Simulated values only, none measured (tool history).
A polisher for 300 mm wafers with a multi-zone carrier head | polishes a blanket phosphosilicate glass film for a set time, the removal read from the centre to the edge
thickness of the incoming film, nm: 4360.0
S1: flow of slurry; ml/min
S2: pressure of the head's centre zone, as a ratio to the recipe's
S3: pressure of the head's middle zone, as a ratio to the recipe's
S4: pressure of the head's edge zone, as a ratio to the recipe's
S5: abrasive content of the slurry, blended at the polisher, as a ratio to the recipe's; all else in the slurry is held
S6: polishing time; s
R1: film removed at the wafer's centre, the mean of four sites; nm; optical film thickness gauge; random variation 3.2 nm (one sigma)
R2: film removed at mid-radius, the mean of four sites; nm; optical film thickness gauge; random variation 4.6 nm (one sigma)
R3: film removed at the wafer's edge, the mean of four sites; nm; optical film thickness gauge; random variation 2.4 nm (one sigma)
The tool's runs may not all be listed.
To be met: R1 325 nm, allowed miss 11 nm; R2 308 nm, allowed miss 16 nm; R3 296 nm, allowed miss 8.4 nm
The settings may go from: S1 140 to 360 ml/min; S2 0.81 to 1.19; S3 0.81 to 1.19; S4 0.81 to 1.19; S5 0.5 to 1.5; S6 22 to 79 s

run 1 hour=0 | S1=230 S2=1 S3=1 S4=1 S5=1 S6=50 | R1=253.8 R2=246.2 R3=241.58
run 2 hour=7.9 | S1=230 S2=1.07 S3=1 S4=1 S5=1 S6=50 | R1=270.68 R2=242.04 R3=244.12
run 3 hour=12.4 | S1=240 S2=1.08 S3=1.04 S4=1.03 S5=1.05 S6=50 | R1=285.46 R2=256.32 R3=253.95
run 4 hour=20.6 | S1=240 S2=1.12 S3=1.04 S4=1.03 S5=1.05 S6=50 | R1=292.21 R2=267.62 R3=254.81
run 5 hour=26.7 | S1=240 S2=1.12 S3=0.98 S4=1.03 S5=1.05 S6=50 | R1=289.52 R2=243.24 R3=254.68
run 6 hour=29.6 | S1=240 S2=1.12 S3=0.98 S4=1.03 S5=0.85 S6=50 | R1=270.97 R2=233.02 R3=236.19
run 7 hour=36.9 | S1=245 S2=1.12 S3=1.01 S4=1.06 S5=0.95 S6=50 | R1=280.62 R2=250.05 R3=250.68
run 8 hour=40.5 | S1=255 S2=1.13 S3=1.03 S4=1.09 S5=1 S6=50 | R1=289.6 R2=253.16 R3=254.37
run 9 hour=47.1 | S1=250 S2=1.12 S3=1.05 S4=1.09 S5=1.1 S6=50 | R1=294.52 R2=266.46 R3=265.44
run 10 hour=49.6 | S1=250 S2=1.13 S3=1.07 S4=1.1 S5=1.15 S6=50 | R1=298.4 R2=274.03 R3=273.11
run 11 hour=58 | S1=255 S2=1.14 S3=1.09 S4=1.11 S5=1.2 S6=50 | R1=308.84 R2=286.3 R3=273.65
run 12 hour=62.2 | S1=260 S2=1.14 S3=1.1 S4=1.12 S5=1.25 S6=50 | R1=314.87 R2=291.66 R3=279.34
run 13 hour=69.8 | S1=260 S2=1.14 S3=1.1 S4=1.12 S5=1.25 S6=50 | R1=316.66 R2=295.57 R3=285.68
run 14 hour=73.4 | S1=265 S2=1.14 S3=1.1 S4=1.13 S5=1.25 S6=50 | R1=313.36 R2=291.81 R3=281.8
run 15 hour=76.3 | S1=265 S2=1.14 S3=1.1 S4=1.13 S5=1.25 S6=50 | R1=316.76 R2=290.88 R3=281.47
run 16 hour=84.3 | S1=260 S2=1.14 S3=1.11 S4=1.14 S5=1.3 S6=50 | R1=318.06 R2=296.39 R3=287.45

4 next moves are on the table. One of them brings every result within its allowed miss. Which?
run A hour=92.3 | S1=200 S2=1.16 S3=1.18 S4=1.19 S5=0.85 S6=59 | R1=? R2=? R3=?
run B hour=92.3 | S1=250 S2=1.12 S3=1.16 S4=1.03 S5=1.45 S6=50 | R1=? R2=? R3=?
run C hour=92.3 | S1=265 S2=1.11 S3=1.04 S4=1.19 S5=1.2 S6=52 | R1=? R2=? R3=?
run D hour=92.3 | S1=275 S2=1.14 S3=0.99 S4=1.19 S5=1.2 S6=53 | R1=? R2=? R3=?

move=A R1=327 R2=310.83 R3=294.73
move=B R1=328.77 R2=318.19 R3=282.47
move=C R1=321.18 R2=285.65 R3=299.67
move=D R1=337.62 R2=280.32 R3=306.55
A: meets every target
B: further off than the last run
C: brings the result that was furthest off to its target, and leaves another outside
D: takes the result that was furthest off past its target
The right move is A.
